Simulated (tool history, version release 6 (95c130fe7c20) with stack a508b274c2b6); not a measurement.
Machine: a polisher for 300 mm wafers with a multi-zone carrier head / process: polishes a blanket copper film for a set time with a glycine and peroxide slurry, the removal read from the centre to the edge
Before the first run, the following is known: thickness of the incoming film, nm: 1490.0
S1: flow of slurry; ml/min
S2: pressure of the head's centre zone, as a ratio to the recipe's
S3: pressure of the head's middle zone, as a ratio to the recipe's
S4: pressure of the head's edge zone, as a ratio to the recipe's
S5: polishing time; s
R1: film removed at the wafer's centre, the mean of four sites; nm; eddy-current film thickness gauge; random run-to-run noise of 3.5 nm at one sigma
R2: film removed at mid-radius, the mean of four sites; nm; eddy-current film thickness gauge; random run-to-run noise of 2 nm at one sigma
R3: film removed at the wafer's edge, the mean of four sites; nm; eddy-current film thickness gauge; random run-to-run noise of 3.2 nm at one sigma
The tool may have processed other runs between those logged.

run  hour   S1    S2    S3    S4  S5      R1      R2      R3
  1     0  300     1     1     1  57  298.64  290.92  281.99
  2   8.6  300  0.99  0.99  0.95  55  280.82  280.67  272.14
  3  12.5  300  0.99  0.99  0.89  55  279.42  282.54  261.69
  4  17.6  255  0.99  0.99  0.89  55  275.76  275.17  260.73
  5  24.5  260     1  0.99  0.87  53  267.51  266.39  253.56
  6  25.6  260     1  1.03  0.87  53  268.47  272.39  249.24

Run 7 is up next; what results do you expect?
  7  28.1  255  1.01  1.03  0.86  52   ?   ?   ?

{"run 7": {"R1": 261.76, "R2": 269.86, "R3": 247.74}}
